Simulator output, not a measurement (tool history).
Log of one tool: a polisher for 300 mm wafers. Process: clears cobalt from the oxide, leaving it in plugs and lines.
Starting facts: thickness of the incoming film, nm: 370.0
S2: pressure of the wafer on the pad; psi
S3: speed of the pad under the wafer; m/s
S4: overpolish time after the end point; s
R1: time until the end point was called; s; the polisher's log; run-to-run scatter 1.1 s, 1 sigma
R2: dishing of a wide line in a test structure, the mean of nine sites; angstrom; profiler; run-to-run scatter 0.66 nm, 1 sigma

Run 1, hour 0: flow of slurry (ml/min) 160, S2 1.7 psi, S3 1.02 m/s, S4 24 s. Result: R1 78.455 s, R2 539.91 angstrom.
Run 2, hour 8.1: flow of slurry (ml/min) 160, S2 2 psi, S3 1.02 m/s, S4 24 s. Result: R1 71.432 s, R2 586.69 angstrom.
Run 3, hour 16.6: flow of slurry (ml/min) 155, S2 1.7 psi, S3 1 m/s, S4 27 s. Result: R1 82.551 s, R2 581.22 angstrom.
Run 4, hour 20.2: flow of slurry (ml/min) 155, S2 1.7 psi, S3 1 m/s, S4 20 s. Result: R1 82.045 s, R2 498.41 angstrom.
Run 5, hour 29.1: flow of slurry (ml/min) 155, S2 1.3 psi, S3 1 m/s, S4 20 s. Result: R1 96.136 s, R2 481.04 angstrom.
Run 6, hour 34.4: flow of slurry (ml/min) 155, S2 1.3 psi, S3 1.1 m/s, S4 20 s. Result: R1 88.18 s, R2 489.23 angstrom.
Run 7, hour 35.2: flow of slurry (ml/min) 150, S2 1.2 psi, S3 1.1 m/s, S4 22 s. Result: R1 92.306 s, R2 509.91 angstrom.
Run 8, hour 38.2: flow of slurry (ml/min) 145, S2 0.8 psi, S3 1.1 m/s, S4 25 s. Result: R1 112.73 s, R2 476.07 angstrom.
Run 9, hour 39.9: flow of slurry (ml/min) 145, S2 0.8 psi, S3 1.1 m/s, S4 26 s. Result: R1 114.1 s, R2 487.99 angstrom.
Run 10, hour 43.6: flow of slurry (ml/min) 150, S2 0.8 psi, S3 1.1 m/s, S4 27 s. Result: R1 112.95 s, R2 517.15 angstrom.

Expected results for the next run?
Run 11, hour 50: flow of slurry (ml/min) 155, S2 0.8 psi, S3 1.1 m/s, S4 26 s. Result: R1 ?, R2 ?.

R1: 113.8 s
R2: 491.16 angstrom

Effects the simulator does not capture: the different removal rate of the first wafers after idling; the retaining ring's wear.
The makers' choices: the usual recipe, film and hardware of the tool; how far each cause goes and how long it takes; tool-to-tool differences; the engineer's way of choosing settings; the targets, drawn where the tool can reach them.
